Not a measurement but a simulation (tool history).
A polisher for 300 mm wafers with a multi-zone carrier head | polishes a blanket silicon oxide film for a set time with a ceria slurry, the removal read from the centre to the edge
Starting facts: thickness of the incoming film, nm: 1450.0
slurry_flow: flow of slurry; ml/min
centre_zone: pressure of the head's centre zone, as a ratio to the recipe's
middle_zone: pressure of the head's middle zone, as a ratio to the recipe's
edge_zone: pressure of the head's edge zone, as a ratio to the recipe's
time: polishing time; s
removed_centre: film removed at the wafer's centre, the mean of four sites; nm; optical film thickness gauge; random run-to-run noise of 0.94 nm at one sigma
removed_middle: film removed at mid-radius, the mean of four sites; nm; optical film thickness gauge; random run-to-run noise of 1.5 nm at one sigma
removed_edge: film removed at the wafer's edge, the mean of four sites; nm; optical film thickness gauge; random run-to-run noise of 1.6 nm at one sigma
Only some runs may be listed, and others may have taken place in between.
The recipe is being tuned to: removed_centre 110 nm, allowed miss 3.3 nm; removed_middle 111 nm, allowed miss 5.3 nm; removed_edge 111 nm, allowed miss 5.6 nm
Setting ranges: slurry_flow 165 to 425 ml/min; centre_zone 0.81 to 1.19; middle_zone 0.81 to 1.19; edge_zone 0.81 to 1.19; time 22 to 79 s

run 1 hour=0 | slurry_flow=275 centre_zone=1 middle_zone=1 edge_zone=1 time=50 | removed_centre=155.33 removed_middle=159.52 removed_edge=157.78
run 2 hour=5.9 | slurry_flow=275 centre_zone=1.04 middle_zone=1 edge_zone=1 time=50 | removed_centre=160.69 removed_middle=156.29 removed_edge=160.96
run 3 hour=9.2 | slurry_flow=270 centre_zone=1.01 middle_zone=0.97 edge_zone=0.97 time=46 | removed_centre=143.55 removed_middle=140.28 removed_edge=146.21
run 4 hour=15 | slurry_flow=275 centre_zone=1 middle_zone=0.97 edge_zone=0.95 time=43 | removed_centre=132.91 removed_middle=129.25 removed_edge=130.72
run 5 hour=22.7 | slurry_flow=245 centre_zone=1 middle_zone=0.97 edge_zone=0.95 time=43 | removed_centre=132.23 removed_middle=128.72 removed_edge=128.27
run 6 hour=23.5 | slurry_flow=245 centre_zone=1 middle_zone=0.97 edge_zone=0.89 time=43 | removed_centre=133.01 removed_middle=126.93 removed_edge=127.97
run 7 hour=29.8 | slurry_flow=245 centre_zone=1 middle_zone=0.97 edge_zone=0.89 time=43 | removed_centre=130.53 removed_middle=127.89 removed_edge=128.27
-- hour=31.5 slurry nozzle cleaned
run 8 hour=31.5 | slurry_flow=240 centre_zone=0.98 middle_zone=0.96 edge_zone=0.88 time=42 | removed_centre=130.59 removed_middle=133.36 removed_edge=130.16
run 9 hour=34.3 | slurry_flow=240 centre_zone=0.98 middle_zone=0.95 edge_zone=0.89 time=40 | removed_centre=126.18 removed_middle=124.74 removed_edge=125.04
run 10 hour=37.1 | slurry_flow=240 centre_zone=0.97 middle_zone=0.95 edge_zone=0.89 time=38 | removed_centre=118.83 removed_middle=114.77 removed_edge=116.68
run 11 hour=44.7 | slurry_flow=240 centre_zone=0.96 middle_zone=0.95 edge_zone=0.89 time=37 | removed_centre=112.57 removed_middle=112.59 removed_edge=113.23

Which of these 5 next moves meets every target?
run A hour=52.3 | slurry_flow=255 centre_zone=0.95 middle_zone=0.89 edge_zone=0.95 time=38 | removed_centre=? removed_middle=? removed_edge=?
run B hour=52.3 | slurry_flow=245 centre_zone=0.92 middle_zone=0.91 edge_zone=0.83 time=37 | removed_centre=? removed_middle=? removed_edge=?
run C hour=52.3 | slurry_flow=280 centre_zone=0.99 middle_zone=0.95 edge_zone=0.86 time=36 | removed_centre=? removed_middle=? removed_edge=?
run D hour=52.3 | slurry_flow=195 centre_zone=1.02 middle_zone=0.98 edge_zone=0.89 time=38 | removed_centre=? removed_middle=? removed_edge=?
run E hour=52.3 | slurry_flow=215 centre_zone=0.91 middle_zone=0.91 edge_zone=1.03 time=35 | removed_centre=? removed_middle=? removed_edge=?

move=A removed_centre=115.5 removed_middle=110.82 removed_edge=122.95
move=B removed_centre=108.44 removed_middle=109.53 removed_edge=112.22
move=C removed_centre=115.19 removed_middle=111.78 removed_edge=111.89
move=D removed_centre=120.46 removed_middle=116.85 removed_edge=116.75
move=E removed_centre=100 removed_middle=102.25 removed_edge=116.23
A: misses by more than the last run did
B: each result inside its tolerance
C: misses by more than the last run did
D: misses by more than the last run did
E: takes the biggest miss from the last run beyond its target
So the answer is move B, the one that meets all the targets.
